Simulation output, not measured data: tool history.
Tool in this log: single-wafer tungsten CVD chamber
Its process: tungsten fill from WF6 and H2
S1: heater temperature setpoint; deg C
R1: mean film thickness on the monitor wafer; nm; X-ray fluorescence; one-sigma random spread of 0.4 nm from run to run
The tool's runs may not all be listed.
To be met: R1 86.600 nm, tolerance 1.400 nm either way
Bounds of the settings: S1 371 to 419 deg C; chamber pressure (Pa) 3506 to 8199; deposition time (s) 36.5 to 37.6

run 1 hour=0.0 | S1=395 chamber_pressure_(Pa)=5853 deposition_time_(s)=36.5 | R1=107.610
run 2 hour=2.4 | S1=393 chamber_pressure_(Pa)=5840 deposition_time_(s)=36.5 | R1=103.320
run 3 hour=10.1 | S1=391 chamber_pressure_(Pa)=5840 deposition_time_(s)=36.5 | R1=99.096
run 4 hour=11.3 | S1=395 chamber_pressure_(Pa)=5840 deposition_time_(s)=36.5 | R1=107.510
run 5 hour=13.2 | S1=400 chamber_pressure_(Pa)=5840 deposition_time_(s)=36.5 | R1=120.040
run 6 hour=13.9 | S1=391 chamber_pressure_(Pa)=5840 deposition_time_(s)=36.5 | R1=98.632
run 7 hour=22.7 | S1=390 chamber_pressure_(Pa)=5840 deposition_time_(s)=36.5 | R1=97.493
run 8 hour=29.2 | S1=389 chamber_pressure_(Pa)=5840 deposition_time_(s)=36.5 | R1=94.386
run 9 hour=37.4 | S1=388 chamber_pressure_(Pa)=5840 deposition_time_(s)=36.5 | R1=91.682
run 10 hour=43.4 | S1=387 chamber_pressure_(Pa)=5840 deposition_time_(s)=36.5 | R1=90.646
run 11 hour=50.7 | S1=386 chamber_pressure_(Pa)=5840 deposition_time_(s)=36.5 | R1=88.585

Which single option among these 5 for the next run brings every result within its allowed miss of target? Just one does.
run A hour=58.0 | S1=380 chamber_pressure_(Pa)=7733 deposition_time_(s)=36.5 | R1=?
run B hour=58.0 | S1=383 chamber_pressure_(Pa)=7173 deposition_time_(s)=37.6 | R1=?
run C hour=58.0 | S1=390 chamber_pressure_(Pa)=5120 deposition_time_(s)=36.5 | R1=?
run D hour=58.0 | S1=384 chamber_pressure_(Pa)=7079 deposition_time_(s)=36.5 | R1=?
run E hour=58.0 | S1=385 chamber_pressure_(Pa)=6293 deposition_time_(s)=37.6 | R1=?

move=A R1=87.820
move=B R1=93.876
move=C R1=91.869
move=D R1=92.696
move=E R1=92.744
A: every result lands within tolerance
B: lands further from the targets than the last run did
C: lands further from the targets than the last run did
D: lands further from the targets than the last run did
E: lands further from the targets than the last run did
A meets every target.
